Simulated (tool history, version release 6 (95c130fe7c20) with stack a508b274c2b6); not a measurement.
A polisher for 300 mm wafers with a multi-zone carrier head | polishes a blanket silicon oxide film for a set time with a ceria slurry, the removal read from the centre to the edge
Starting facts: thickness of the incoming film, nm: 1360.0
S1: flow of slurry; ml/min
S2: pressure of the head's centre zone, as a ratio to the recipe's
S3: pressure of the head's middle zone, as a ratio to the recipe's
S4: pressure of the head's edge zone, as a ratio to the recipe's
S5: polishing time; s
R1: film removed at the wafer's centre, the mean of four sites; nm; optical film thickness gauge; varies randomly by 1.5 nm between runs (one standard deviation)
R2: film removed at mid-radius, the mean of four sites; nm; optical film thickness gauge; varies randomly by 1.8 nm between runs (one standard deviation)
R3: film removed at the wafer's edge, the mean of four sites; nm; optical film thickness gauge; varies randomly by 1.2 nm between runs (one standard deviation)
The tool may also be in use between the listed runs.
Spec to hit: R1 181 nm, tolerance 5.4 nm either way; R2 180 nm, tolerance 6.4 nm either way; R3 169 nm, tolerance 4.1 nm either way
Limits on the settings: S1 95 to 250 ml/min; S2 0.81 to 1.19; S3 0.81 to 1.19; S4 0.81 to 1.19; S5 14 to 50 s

| run | hour | S1 | S2 | S3 | S4 | S5 | R1 | R2 | R3 |
|---|---|---|---|---|---|---|---|---|---|
| 1 | 0 | 160 | 1 | 1 | 1 | 32 | 154.35 | 155.94 | 148.97 |
| 2 | 8.2 | 170 | 1.01 | 1.01 | 1.02 | 32 | 152.81 | 156.1 | 150.61 |
| 3 | 13.5 | 175 | 1.03 | 1.02 | 1.03 | 33 | 160.43 | 165.94 | 157.19 |
| 4 | 16.4 | 175 | 1.03 | 1.02 | 0.97 | 33 | 162.78 | 162.38 | 152.24 |
| 5 | 18.7 | 175 | 1.03 | 1.02 | 0.97 | 29 | 144.59 | 143.94 | 135.11 |
| 6 | 27.2 | 180 | 1.05 | 1.03 | 1 | 30 | 151.36 | 151.38 | 141.32 |
| 7 | 30.4 | 185 | 1.07 | 1.04 | 1.03 | 31 | 159.38 | 154.91 | 148.92 |
| 8 | 32.2 | 190 | 1.08 | 1.06 | 1.05 | 31 | 163.7 | 158.67 | 149.96 |
| 9 | 36.2 | 195 | 1.08 | 1.07 | 1.07 | 31 | 162.43 | 160.2 | 151.29 |

Pick the move, out of 4, that brings all results within their allowed miss; only one does.
| A | 40.2 | 200 | 1.05 | 1.15 | 1.05 | 28 | ? | ? | ? |
| B | 40.2 | 175 | 1.11 | 0.82 | 1.19 | 34 | ? | ? | ? |
| C | 40.2 | 175 | 0.86 | 0.81 | 1.19 | 32 | ? | ? | ? |
| D | 40.2 | 190 | 1.09 | 1.09 | 1.07 | 35 | ? | ? | ? |

| move | R1 | R2 | R3 |
|---|---|---|---|
| A | 143.36 | 151.01 | 136.59 |
| B | 177.84 | 153.25 | 174.83 |
| C | 137.67 | 143.62 | 164.56 |
| D | 183.05 | 182.38 | 171.55 |
A: its largest miss is bigger than the last run's
B: takes the result that was furthest off past its target
C: its largest miss is bigger than the last run's
D: every result lands within tolerance
D is the move that brings every result within its allowed miss.
